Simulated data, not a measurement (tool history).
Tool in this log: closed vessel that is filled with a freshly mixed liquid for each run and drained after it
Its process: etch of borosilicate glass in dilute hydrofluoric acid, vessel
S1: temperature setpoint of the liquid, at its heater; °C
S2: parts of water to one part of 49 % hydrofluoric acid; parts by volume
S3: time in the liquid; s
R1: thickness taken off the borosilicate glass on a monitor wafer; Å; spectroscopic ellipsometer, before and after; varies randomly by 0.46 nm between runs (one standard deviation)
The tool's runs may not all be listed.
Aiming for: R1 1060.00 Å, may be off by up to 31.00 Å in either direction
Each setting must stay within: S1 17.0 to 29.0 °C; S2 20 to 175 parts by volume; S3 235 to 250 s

run	day	S1	S2	S3	R1
1	0.000	21.0	95	235	693.49
2	0.133	21.0	75	235	887.61
3	0.296	21.0	110	235	592.08
4	0.483	22.0	105	235	640.74
5	0.679	22.0	105	235	648.53
6	0.858	22.0	120	235	554.85
7	1.162	23.0	115	235	600.97
8	1.233	23.5	110	235	652.26
9	1.350	24.0	105	235	701.60
10	1.550	24.5	100	235	747.28
11	1.838	25.0	95	235	811.00
12	2.150	25.5	95	235	833.67
13	2.479	25.5	95	235	826.99

Of the 4 settings listed for the next run, only one would bring every result within its allowed miss of target. Which one?
A	2.808	27.5	85	245	?
B	2.808	25.0	75	250	?
C	2.808	24.0	70	250	?
D	2.808	26.5	75	235	?

move	R1
A	1053.60
B	1118.90
C	1159.00
D	1116.40
A: every result within its allowed miss
B: takes the result that was furthest off past its target
C: takes the result that was furthest off past its target
D: takes the result that was furthest off past its target
Go with A: it meets all targets.

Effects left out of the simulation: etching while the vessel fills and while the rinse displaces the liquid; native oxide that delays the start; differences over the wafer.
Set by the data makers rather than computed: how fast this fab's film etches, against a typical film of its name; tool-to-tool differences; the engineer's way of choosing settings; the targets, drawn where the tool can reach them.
